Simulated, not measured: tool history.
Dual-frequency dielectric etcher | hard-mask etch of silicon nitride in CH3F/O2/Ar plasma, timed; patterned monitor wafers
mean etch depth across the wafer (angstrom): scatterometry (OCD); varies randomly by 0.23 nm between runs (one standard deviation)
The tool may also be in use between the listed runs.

| run | hour | source power (kW) | bias power (kW) | etch time (s) | mean etch depth across the wafer (angstrom) |
|---|---|---|---|---|---|
| 1 | 0.0 | 0.390 | 0.079 | 102.5 | 806.48 |
| 2 | 3.1 | 0.390 | 0.084 | 102.5 | 822.01 |
| 3 | 7.6 | 0.390 | 0.077 | 102.5 | 806.16 |
| 4 | 12.6 | 0.390 | 0.089 | 102.5 | 830.25 |
| 5 | 18.6 | 0.350 | 0.089 | 102.5 | 799.76 |
| 6 | 27.4 | 0.380 | 0.091 | 102.5 | 825.97 |
| 7 | 35.1 | 0.460 | 0.099 | 102.5 | 899.35 |

Expected results for the next run?
| 8 | 41.6 | 0.470 | 0.100 | 102.5 | ? |

Run 8 gave mean etch depth across the wafer (angstrom) 910.05.
